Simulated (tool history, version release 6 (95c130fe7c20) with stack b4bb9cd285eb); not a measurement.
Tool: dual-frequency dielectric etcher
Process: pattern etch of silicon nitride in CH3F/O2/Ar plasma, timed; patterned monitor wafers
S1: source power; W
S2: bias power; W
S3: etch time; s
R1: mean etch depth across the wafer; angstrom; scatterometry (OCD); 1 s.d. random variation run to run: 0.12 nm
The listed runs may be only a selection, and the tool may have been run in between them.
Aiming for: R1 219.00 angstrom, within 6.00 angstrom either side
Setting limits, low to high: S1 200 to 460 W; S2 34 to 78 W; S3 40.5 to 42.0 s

run,hour,S1,S2,S3,R1
1,0.0,330,56,40.5,260.12
2,5.6,330,64,40.5,279.35
3,6.4,370,64,40.5,290.34
4,8.3,340,60,40.5,273.53
5,16.1,320,57,40.5,262.21
6,19.1,370,57,40.5,279.92
7,23.0,310,46,40.5,237.03
8,23.7,300,45,40.5,231.30
9,28.1,300,45,40.5,230.64
10,33.1,290,45,40.5,227.08
11,34.5,290,45,40.5,226.18

Consider the 4 candidate settings below. Which is the only one whose results all fall within their allowed miss of target?
A,35.9,270,46,42.0,?
B,35.9,280,42,41.0,?
C,35.9,300,46,40.5,?
D,35.9,300,45,42.0,?

move,R1
A,229.11
B,219.35
C,232.12
D,238.61
A: further off than the last run
B: each result inside its tolerance
C: further off than the last run
D: further off than the last run
B is the move that brings every result within its allowed miss.
